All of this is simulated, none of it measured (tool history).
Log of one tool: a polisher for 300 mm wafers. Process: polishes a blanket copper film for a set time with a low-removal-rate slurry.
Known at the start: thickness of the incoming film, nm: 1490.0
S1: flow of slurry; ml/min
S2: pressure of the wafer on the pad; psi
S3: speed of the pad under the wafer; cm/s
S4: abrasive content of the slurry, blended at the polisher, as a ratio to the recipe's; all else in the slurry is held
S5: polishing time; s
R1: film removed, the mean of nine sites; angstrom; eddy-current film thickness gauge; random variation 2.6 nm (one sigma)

run	hour	S1	S2	S3	S4	S5	R1
1	0	130	2.6	142	1	47	1726.5
2	2	135	2.7	142	1	47	1800.1
3	9.4	135	2.8	142	1	47	1822.7
4	11.4	135	2.8	142	1	47	1869.4
5	16.2	135	2.8	142	1	47	1891.6
6	24.1	135	2.8	142	1	47	1814.9
7	26	135	2.9	142	1	47	1904.9
8	33.3	135	3	142	1	47	1920.4

Run 9 comes next. What will it give?
9	42.3	135	3	142	1	47	?

{"run 9": {"R1": 1908.8}}
